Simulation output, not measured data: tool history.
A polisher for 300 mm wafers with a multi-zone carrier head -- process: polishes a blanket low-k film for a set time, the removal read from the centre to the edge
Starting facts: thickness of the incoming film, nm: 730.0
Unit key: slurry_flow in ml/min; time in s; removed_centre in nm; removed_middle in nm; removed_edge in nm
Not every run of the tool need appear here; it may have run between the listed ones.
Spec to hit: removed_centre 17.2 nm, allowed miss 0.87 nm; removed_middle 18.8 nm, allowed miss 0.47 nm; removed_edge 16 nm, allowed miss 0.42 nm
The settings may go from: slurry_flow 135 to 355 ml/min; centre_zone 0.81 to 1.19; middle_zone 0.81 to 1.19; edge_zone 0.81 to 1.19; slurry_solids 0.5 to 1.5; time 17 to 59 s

run  hour  slurry_flow  centre_zone  middle_zone  edge_zone  slurry_solids  time  removed_centre  removed_middle  removed_edge
  1     0          225            1            1          1              1    38          20.513          20.406        20.218
  2     8          265            1            1          1              1    38          20.702          20.626        20.445
  3  16.6          265            1            1       1.09              1    38          20.262          20.906        21.293
  4  24.1          265            1         0.94       1.09              1    38          20.734          19.775        21.251
  5  32.2          265            1         0.97       1.04           0.95    38          20.592           19.82        20.376
  6  39.5          315            1         0.97       1.04           0.95    38          20.652          19.845        20.513
  7  45.7          315         0.99            1          1            0.9    38          19.899           20.26        19.721
  8  47.9          250         0.99         1.02        0.9            0.7    38          17.759          18.153        16.667
  9  51.7          250         0.99         1.03       0.89            0.7    38          17.611          18.255        16.424

Next run, 5 choices. One meets every target within its allowed miss, the rest don't. Which?
  A  55.5          185            1         1.02       0.89            0.6    41               ?               ?             ?
  B  55.5          250         0.95         1.06       0.94           0.65    40               ?               ?             ?
  C  55.5          350         1.05         1.17       1.01            1.1    28               ?               ?             ?
  D  55.5          145         1.01         1.04       0.94            0.9    36               ?               ?             ?
  E  55.5          250         1.01         1.04       0.84              1    34               ?               ?             ?

move  removed_centre  removed_middle  removed_edge
   A          17.155          17.834        16.212
   B           16.96          19.129        17.147
   C          17.013          18.804        15.919
   D          17.945          18.815         17.34
   E          18.588          19.393        16.791
A: misses by more than the last run did
B: puts the biggest miss on target and leaves a different result outside tolerance
C: every result within its allowed miss
D: puts the biggest miss on target and leaves a different result outside tolerance
E: moves the result that the last run missed by most past its target, out the other side
The right move is C.
